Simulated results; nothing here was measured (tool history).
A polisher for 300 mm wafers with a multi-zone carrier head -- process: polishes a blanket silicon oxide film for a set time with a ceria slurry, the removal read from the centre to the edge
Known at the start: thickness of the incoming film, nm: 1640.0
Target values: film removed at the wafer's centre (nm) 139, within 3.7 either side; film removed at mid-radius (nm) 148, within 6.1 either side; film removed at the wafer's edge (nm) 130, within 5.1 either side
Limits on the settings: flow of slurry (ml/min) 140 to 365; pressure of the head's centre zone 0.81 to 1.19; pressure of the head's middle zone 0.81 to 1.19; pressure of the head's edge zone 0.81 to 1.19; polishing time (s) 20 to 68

run,hour,flow of slurry (ml/min),pressure of the head's centre zone,pressure of the head's middle zone,pressure of the head's edge zone,polishing time (s),film removed at the wafer's centre (nm),film removed at mid-radius (nm),film removed at the wafer's edge (nm)
1,0,235,1,1,1,44,166.6,169.81,170.88
2,4.3,235,1,1,1.04,44,169.37,168.8,175.13
3,11.1,235,0.93,1,1.04,44,155.4,172,173.98
4,12.7,190,0.93,1,1.04,44,147.07,163.15,166.71
5,19.8,190,0.94,1.01,1.01,43,147.34,156.58,162.72
6,20.9,190,0.94,1.04,1.01,43,148.62,164.09,165.98
7,22.4,210,0.94,1.04,0.99,42,147.05,163.16,160.23
8,24.3,215,0.95,1.04,0.97,41,145.43,160.87,154.94
9,27.7,215,0.95,1.04,0.95,41,145.77,158.48,154.6
10,33.5,220,0.96,1.05,0.93,40,145.26,158.73,145.12
11,41.9,215,0.96,1.05,0.92,40,143.86,156.25,147.18
12,49,215,0.96,1.05,0.91,40,144.17,159.4,145.85

Exercise: of the 5 proposed moves below, exactly one satisfies all targets within the stated allowed misses. Which move is it?
A,56.1,190,0.99,1.04,0.81,38,?,?,?
B,56.1,270,1.16,1.14,0.81,34,?,?,?
C,56.1,170,0.97,0.98,0.88,40,?,?,?
D,56.1,215,1.19,1.17,0.89,34,?,?,?
E,56.1,180,0.86,0.94,1.1,46,?,?,?

move,film removed at the wafer's centre (nm),film removed at mid-radius (nm),film removed at the wafer's edge (nm)
A,138.89,144.74,130.81
B,153.55,146.52,120.95
C,140.25,142.27,141.09
D,152.77,145.69,123.49
E,144.38,159.57,181.94
A: every result within its allowed miss
B: takes the biggest miss from the last run beyond its target
C: closes in on the targets versus the last run, not all within tolerance yet
D: takes the biggest miss from the last run beyond its target
E: misses by more than the last run did
Correct choice: A, which meets every target
